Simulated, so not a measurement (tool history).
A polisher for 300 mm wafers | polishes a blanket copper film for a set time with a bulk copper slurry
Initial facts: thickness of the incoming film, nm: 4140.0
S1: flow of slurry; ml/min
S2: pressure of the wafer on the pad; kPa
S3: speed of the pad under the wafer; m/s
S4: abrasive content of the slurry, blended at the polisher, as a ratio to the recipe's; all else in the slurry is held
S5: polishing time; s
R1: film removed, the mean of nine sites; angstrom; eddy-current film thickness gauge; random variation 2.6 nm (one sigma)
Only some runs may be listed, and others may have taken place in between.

Run 1, hour 0: S1 190 ml/min, S2 17.9 kPa, S3 0.9 m/s, S4 1, S5 24 s. Result: R1 1853.4 angstrom.
Run 2, hour 8.9: S1 160 ml/min, S2 17.9 kPa, S3 0.9 m/s, S4 1, S5 24 s. Result: R1 1791.8 angstrom.
Run 3, hour 10: S1 160 ml/min, S2 17.9 kPa, S3 0.9 m/s, S4 1, S5 24 s. Result: R1 1782.4 angstrom.
Run 4, hour 17.3: S1 170 ml/min, S2 18.6 kPa, S3 0.9 m/s, S4 1, S5 24 s. Result: R1 1816.1 angstrom.
Run 5, hour 25.7: S1 140 ml/min, S2 18.6 kPa, S3 0.9 m/s, S4 1, S5 24 s. Result: R1 1795.8 angstrom.
Run 6, hour 30.5: S1 140 ml/min, S2 18.6 kPa, S3 0.9 m/s, S4 1.2, S5 24 s. Result: R1 1852.1 angstrom.
Run 7, hour 33: S1 150 ml/min, S2 19.3 kPa, S3 0.9 m/s, S4 1.2, S5 24 s. Result: R1 1898.7 angstrom.
Run 8, hour 38.5: S1 155 ml/min, S2 20.7 kPa, S3 0.9 m/s, S4 1.2, S5 24 s. Result: R1 2049.5 angstrom.

Run 9 has not been measured yet. What should we expect?
Run 9, hour 41.7: S1 170 ml/min, S2 25.5 kPa, S3 0.92 m/s, S4 1.2, S5 24 s. Result: R1 ?.

{"run 9": {"R1": 2458.8}}

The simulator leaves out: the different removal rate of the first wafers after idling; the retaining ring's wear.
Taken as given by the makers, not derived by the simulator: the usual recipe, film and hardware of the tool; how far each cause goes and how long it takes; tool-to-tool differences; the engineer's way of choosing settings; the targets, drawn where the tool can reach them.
